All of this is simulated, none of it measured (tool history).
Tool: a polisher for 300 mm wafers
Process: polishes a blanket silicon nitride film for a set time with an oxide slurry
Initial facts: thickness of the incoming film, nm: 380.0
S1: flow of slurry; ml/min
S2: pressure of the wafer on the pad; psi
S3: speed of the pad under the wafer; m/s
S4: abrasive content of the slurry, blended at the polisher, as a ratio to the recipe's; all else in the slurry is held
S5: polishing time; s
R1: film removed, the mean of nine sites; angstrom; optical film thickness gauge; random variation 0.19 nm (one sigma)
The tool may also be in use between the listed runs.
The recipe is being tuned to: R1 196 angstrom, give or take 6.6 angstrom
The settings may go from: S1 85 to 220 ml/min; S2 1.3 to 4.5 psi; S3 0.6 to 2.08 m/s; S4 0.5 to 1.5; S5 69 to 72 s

Run 1, day 0: S1 140 ml/min, S2 2.9 psi, S3 1.34 m/s, S4 1, S5 69 s. Result: R1 408.35 angstrom.
Run 2, day 0.296: S1 135 ml/min, S2 2.6 psi, S3 1.28 m/s, S4 1, S5 69 s. Result: R1 357.12 angstrom.
Run 3, day 0.596: S1 135 ml/min, S2 2.6 psi, S3 1.28 m/s, S4 1, S5 69 s. Result: R1 357.54 angstrom.
Run 4, day 0.9: S1 115 ml/min, S2 2.6 psi, S3 1.28 m/s, S4 1, S5 69 s. Result: R1 344.54 angstrom.
Run 5, day 1.025: S1 115 ml/min, S2 2.6 psi, S3 1.48 m/s, S4 1, S5 69 s. Result: R1 385.76 angstrom.
Run 6, day 1.062: S1 85 ml/min, S2 2.6 psi, S3 1.48 m/s, S4 1, S5 69 s. Result: R1 354.15 angstrom.
Run 7, day 1.408: S1 85 ml/min, S2 2.3 psi, S3 1.42 m/s, S4 1, S5 69 s. Result: R1 305.51 angstrom.
Run 8, day 1.612: S1 85 ml/min, S2 2.1 psi, S3 1.4 m/s, S4 1, S5 69 s. Result: R1 282.55 angstrom.

Of the 4 settings listed for the next run, only one would bring every result within its allowed miss of target. Which one?
Run A, day 1.817: S1 90 ml/min, S2 2.3 psi, S3 1.34 m/s, S4 1.15, S5 69 s. Result: R1 ?.
Run B, day 1.817: S1 85 ml/min, S2 2.2 psi, S3 0.88 m/s, S4 0.95, S5 69 s. Result: R1 ?.
Run C, day 1.817: S1 135 ml/min, S2 2.6 psi, S3 1.42 m/s, S4 1.3, S5 72 s. Result: R1 ?.
Run D, day 1.817: S1 95 ml/min, S2 1.6 psi, S3 1.22 m/s, S4 1, S5 69 s. Result: R1 ?.

move      R1
   A  321.47
   B  200.38
   C  454.42
   D  215.93
A: misses by more than the last run did
B: in spec on every target
C: misses by more than the last run did
D: closes in on the targets versus the last run, not all within tolerance yet
B meets every target.
